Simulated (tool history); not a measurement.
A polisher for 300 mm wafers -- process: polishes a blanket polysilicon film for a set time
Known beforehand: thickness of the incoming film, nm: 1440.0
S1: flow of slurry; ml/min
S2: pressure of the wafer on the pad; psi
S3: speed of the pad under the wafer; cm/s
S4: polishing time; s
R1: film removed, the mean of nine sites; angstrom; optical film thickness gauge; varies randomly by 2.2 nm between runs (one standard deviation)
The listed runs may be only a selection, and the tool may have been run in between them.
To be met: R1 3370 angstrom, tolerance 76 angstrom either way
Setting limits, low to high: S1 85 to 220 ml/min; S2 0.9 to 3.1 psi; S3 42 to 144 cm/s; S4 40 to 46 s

Run 1, hour 0: S1 140 ml/min, S2 2 psi, S3 92 cm/s, S4 46 s. Result: R1 2566.6 angstrom.
Run 2, hour 4: S1 155 ml/min, S2 2.1 psi, S3 92 cm/s, S4 46 s. Result: R1 2751.4 angstrom.
Run 3, hour 6.8: S1 165 ml/min, S2 2.2 psi, S3 92 cm/s, S4 46 s. Result: R1 2946.7 angstrom.
Run 4, hour 14.1: S1 165 ml/min, S2 2.2 psi, S3 92 cm/s, S4 46 s. Result: R1 2929.8 angstrom.
Run 5, hour 20.1: S1 175 ml/min, S2 2.3 psi, S3 92 cm/s, S4 46 s. Result: R1 3069.7 angstrom.
Run 6, hour 21.9: S1 175 ml/min, S2 2.3 psi, S3 70 cm/s, S4 46 s. Result: R1 2407.7 angstrom.
Run 7, hour 25: S1 180 ml/min, S2 2.5 psi, S3 70 cm/s, S4 46 s. Result: R1 2577.3 angstrom.
Run 8, hour 30: S1 190 ml/min, S2 2.7 psi, S3 70 cm/s, S4 46 s. Result: R1 2839.1 angstrom.
At hour 32.7: slurry nozzle cleaned.
Run 9, hour 32.7: S1 190 ml/min, S2 2.7 psi, S3 70 cm/s, S4 46 s. Result: R1 2986.9 angstrom.
Run 10, hour 40.2: S1 195 ml/min, S2 2.8 psi, S3 70 cm/s, S4 46 s. Result: R1 3146 angstrom.

5 next moves are on the table. One of them brings every result within its allowed miss. Which?
Run A, hour 47.7: S1 185 ml/min, S2 2.1 psi, S3 88 cm/s, S4 46 s. Result: R1 ?.
Run B, hour 47.7: S1 160 ml/min, S2 3.1 psi, S3 62 cm/s, S4 45 s. Result: R1 ?.
Run C, hour 47.7: S1 180 ml/min, S2 3.1 psi, S3 70 cm/s, S4 45 s. Result: R1 ?.
Run D, hour 47.7: S1 190 ml/min, S2 2.9 psi, S3 88 cm/s, S4 41 s. Result: R1 ?.
Run E, hour 47.7: S1 180 ml/min, S2 2.6 psi, S3 72 cm/s, S4 45 s. Result: R1 ?.

move      R1
   A  2933.3
   B  2926.2
   C  3351.4
   D    3596
   E  2898.9
A: lands further from the targets than the last run did
B: lands further from the targets than the last run did
C: in spec on every target
D: takes the result that was furthest off past its target
E: lands further from the targets than the last run did
The move that meets every target is C.
